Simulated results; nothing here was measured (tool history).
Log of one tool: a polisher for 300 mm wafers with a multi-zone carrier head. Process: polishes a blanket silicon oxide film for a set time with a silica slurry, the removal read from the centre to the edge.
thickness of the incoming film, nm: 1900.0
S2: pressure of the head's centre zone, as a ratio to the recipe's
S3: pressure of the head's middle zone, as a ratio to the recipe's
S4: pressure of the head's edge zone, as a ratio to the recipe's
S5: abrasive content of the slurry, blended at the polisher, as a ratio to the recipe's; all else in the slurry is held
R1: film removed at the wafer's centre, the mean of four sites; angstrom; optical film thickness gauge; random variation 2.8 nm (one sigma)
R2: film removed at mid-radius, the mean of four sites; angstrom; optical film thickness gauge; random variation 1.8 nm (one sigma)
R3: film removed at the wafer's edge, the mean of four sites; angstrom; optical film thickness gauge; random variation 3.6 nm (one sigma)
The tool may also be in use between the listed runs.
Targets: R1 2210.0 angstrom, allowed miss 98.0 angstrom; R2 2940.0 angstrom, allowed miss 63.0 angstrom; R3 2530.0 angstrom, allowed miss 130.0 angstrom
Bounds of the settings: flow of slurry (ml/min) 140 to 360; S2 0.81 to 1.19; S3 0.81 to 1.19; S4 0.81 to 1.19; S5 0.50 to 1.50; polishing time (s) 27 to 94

run 1 hour=0.0 | flow_of_slurry_(ml/min)=230 S2=1.00 S3=1.00 S4=1.00 S5=1.00 polishing_time_(s)=60 | R1=1922.8 R2=1931.7 R3=1895.8
run 2 hour=6.9 | flow_of_slurry_(ml/min)=245 S2=0.97 S3=1.06 S4=1.03 S5=1.15 polishing_time_(s)=60 | R1=1955.8 R2=2186.7 R3=2018.0
run 3 hour=11.8 | flow_of_slurry_(ml/min)=245 S2=0.92 S3=1.06 S4=1.03 S5=1.15 polishing_time_(s)=60 | R1=1895.8 R2=2180.3 R3=2090.4
run 4 hour=18.9 | flow_of_slurry_(ml/min)=245 S2=0.97 S3=1.06 S4=1.03 S5=1.15 polishing_time_(s)=60 | R1=1972.8 R2=2180.6 R3=2055.4
run 5 hour=24.8 | flow_of_slurry_(ml/min)=255 S2=0.96 S3=1.10 S4=1.05 S5=1.25 polishing_time_(s)=60 | R1=2078.4 R2=2331.7 R3=2163.3
run 6 hour=29.0 | flow_of_slurry_(ml/min)=255 S2=0.96 S3=1.10 S4=1.05 S5=1.25 polishing_time_(s)=52 | R1=1714.1 R2=2008.2 R3=1911.4
run 7 hour=37.6 | flow_of_slurry_(ml/min)=265 S2=0.93 S3=1.13 S4=1.04 S5=1.30 polishing_time_(s)=55 | R1=1789.9 R2=2260.5 R3=1980.9
run 8 hour=39.4 | flow_of_slurry_(ml/min)=275 S2=0.92 S3=1.15 S4=1.06 S5=1.35 polishing_time_(s)=57 | R1=1978.4 R2=2383.8 R3=2163.6
-- hour=42.0 slurry nozzle cleaned
run 9 hour=42.0 | flow_of_slurry_(ml/min)=275 S2=0.89 S3=1.16 S4=1.05 S5=1.40 polishing_time_(s)=59 | R1=2028.1 R2=2639.8 R3=2294.9
run 10 hour=46.6 | flow_of_slurry_(ml/min)=280 S2=0.89 S3=1.17 S4=1.06 S5=1.45 polishing_time_(s)=60 | R1=2085.8 R2=2739.7 R3=2388.5

Which of these 4 next moves meets every target?
run A hour=51.2 | flow_of_slurry_(ml/min)=325 S2=0.81 S3=1.06 S4=1.02 S5=1.45 polishing_time_(s)=60 | R1=? R2=? R3=?
run B hour=51.2 | flow_of_slurry_(ml/min)=220 S2=0.84 S3=1.11 S4=1.19 S5=1.50 polishing_time_(s)=65 | R1=? R2=? R3=?
run C hour=51.2 | flow_of_slurry_(ml/min)=320 S2=0.87 S3=1.16 S4=1.01 S5=1.20 polishing_time_(s)=62 | R1=? R2=? R3=?
run D hour=51.2 | flow_of_slurry_(ml/min)=245 S2=0.89 S3=1.19 S4=1.07 S5=1.45 polishing_time_(s)=64 | R1=? R2=? R3=?

move=A R1=1980.0 R2=2566.4 R3=2379.7
move=B R1=2147.9 R2=2802.9 R3=2728.9
move=C R1=2052.0 R2=2671.3 R3=2280.2
move=D R1=2250.7 R2=2935.3 R3=2537.8
A: further off than the last run
B: nearer than the last run, and not there yet
C: further off than the last run
D: meets every target
The right move is D.
